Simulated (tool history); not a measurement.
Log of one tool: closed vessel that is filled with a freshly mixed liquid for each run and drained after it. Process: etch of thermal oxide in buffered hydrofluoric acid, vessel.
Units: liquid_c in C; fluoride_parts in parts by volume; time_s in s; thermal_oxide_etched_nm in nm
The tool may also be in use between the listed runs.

| run | hour | liquid_c | fluoride_parts | time_s | thermal_oxide_etched_nm |
|---|---|---|---|---|---|
| 1 | 0.0 | 24.0 | 20.0 | 45 | 26.426 |
| 2 | 1.9 | 24.0 | 15.5 | 45 | 33.778 |
| 3 | 9.6 | 25.0 | 15.5 | 45 | 36.244 |
| 4 | 12.4 | 25.0 | 18.0 | 45 | 31.075 |
| 5 | 19.3 | 25.0 | 22.5 | 45 | 25.640 |
| 6 | 21.8 | 25.0 | 28.0 | 45 | 22.299 |
| 7 | 25.5 | 27.0 | 26.0 | 45 | 25.859 |

The next listed run, before its measurement:
| 8 | 30.2 | 28.5 | 24.0 | 45 | ? |

thermal_oxide_etched_nm: 29.772 nm
